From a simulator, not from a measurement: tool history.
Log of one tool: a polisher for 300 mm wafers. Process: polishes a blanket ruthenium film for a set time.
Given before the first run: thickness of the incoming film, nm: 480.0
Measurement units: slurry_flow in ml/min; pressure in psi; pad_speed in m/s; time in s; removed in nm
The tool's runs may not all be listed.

| run | day | slurry_flow | pressure | pad_speed | time | removed |
|---|---|---|---|---|---|---|
| 1 | 0.000 | 260 | 1.9 | 0.90 | 116 | 108.170 |
| 2 | 0.117 | 260 | 1.7 | 0.90 | 116 | 96.664 |
| 3 | 0.150 | 260 | 1.2 | 0.90 | 116 | 69.877 |
| 4 | 0.204 | 200 | 1.2 | 0.90 | 116 | 69.073 |
| 5 | 0.396 | 235 | 1.2 | 0.90 | 116 | 68.870 |
| 6 | 0.442 | 235 | 1.7 | 0.90 | 116 | 96.878 |
| 7 | 0.725 | 235 | 2.0 | 0.90 | 116 | 112.750 |
| 8 | 0.800 | 255 | 2.2 | 0.90 | 116 | 125.690 |
| 9 | 1.167 | 260 | 2.3 | 0.90 | 116 | 129.780 |
| 10 | 1.446 | 260 | 2.4 | 0.90 | 116 | 136.990 |

Expected results for the next run?
| 11 | 1.762 | 285 | 2.7 | 0.90 | 116 | ? |

removed: 155.560 nm

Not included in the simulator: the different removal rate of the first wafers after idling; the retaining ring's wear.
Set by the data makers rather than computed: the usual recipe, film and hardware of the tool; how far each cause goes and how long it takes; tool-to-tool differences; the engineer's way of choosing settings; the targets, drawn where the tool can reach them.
